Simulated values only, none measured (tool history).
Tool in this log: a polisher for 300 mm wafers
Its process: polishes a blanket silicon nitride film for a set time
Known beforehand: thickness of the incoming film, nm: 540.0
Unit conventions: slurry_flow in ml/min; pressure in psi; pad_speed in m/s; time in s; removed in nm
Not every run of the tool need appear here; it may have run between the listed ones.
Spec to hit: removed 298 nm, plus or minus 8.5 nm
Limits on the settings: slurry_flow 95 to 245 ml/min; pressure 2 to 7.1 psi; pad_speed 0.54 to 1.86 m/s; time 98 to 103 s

{"run": 1, "hour": 0.0, "slurry_flow": 155, "pressure": 4.5, "pad_speed": 1.18, "time": 98, "removed": 214.28}
{"run": 2, "hour": 1.2, "slurry_flow": 160, "pressure": 4.8, "pad_speed": 1.18, "time": 98, "removed": 222.82}
{"run": 3, "hour": 6.8, "slurry_flow": 160, "pressure": 5.1, "pad_speed": 1.18, "time": 98, "removed": 238.97}
{"run": 4, "hour": 11.6, "slurry_flow": 160, "pressure": 5.1, "pad_speed": 0.98, "time": 98, "removed": 207.02}
{"run": 5, "hour": 15.6, "slurry_flow": 165, "pressure": 5.5, "pad_speed": 0.98, "time": 98, "removed": 216.74}
{"run": 6, "hour": 21.6, "slurry_flow": 165, "pressure": 5.5, "pad_speed": 0.98, "time": 103, "removed": 227.04}
{"run": 7, "hour": 24.8, "slurry_flow": 165, "pressure": 5.8, "pad_speed": 0.98, "time": 103, "removed": 238.29}
{"run": 8, "hour": 30.8, "slurry_flow": 165, "pressure": 6.1, "pad_speed": 0.98, "time": 103, "removed": 240.89}
{"run": 9, "hour": 35.0, "slurry_flow": 170, "pressure": 6.3, "pad_speed": 1, "time": 103, "removed": 253.87}
{"run": 10, "hour": 42.9, "slurry_flow": 170, "pressure": 6.5, "pad_speed": 1.02, "time": 103, "removed": 262.52}

Exercise: of the 4 proposed moves below, exactly one satisfies all targets within the stated allowed misses. Which move is it?
{"run": "A", "hour": 50.8, "slurry_flow": 140, "pressure": 7.1, "pad_speed": 1.1, "time": 103, "removed": "?"}
{"run": "B", "hour": 50.8, "slurry_flow": 210, "pressure": 6.7, "pad_speed": 1.2, "time": 103, "removed": "?"}
{"run": "C", "hour": 50.8, "slurry_flow": 175, "pressure": 6.9, "pad_speed": 1.1, "time": 98, "removed": "?"}
{"run": "D", "hour": 50.8, "slurry_flow": 155, "pressure": 6.1, "pad_speed": 0.9, "time": 98, "removed": "?"}

move=A removed=295.58
move=B removed=319.22
move=C removed=283.48
move=D removed=216.77
A: all results land within tolerance of their targets
B: takes the biggest miss from the last run beyond its target
C: closes in on the targets versus the last run, not all within tolerance yet
D: further off than the last run
The right move is A.

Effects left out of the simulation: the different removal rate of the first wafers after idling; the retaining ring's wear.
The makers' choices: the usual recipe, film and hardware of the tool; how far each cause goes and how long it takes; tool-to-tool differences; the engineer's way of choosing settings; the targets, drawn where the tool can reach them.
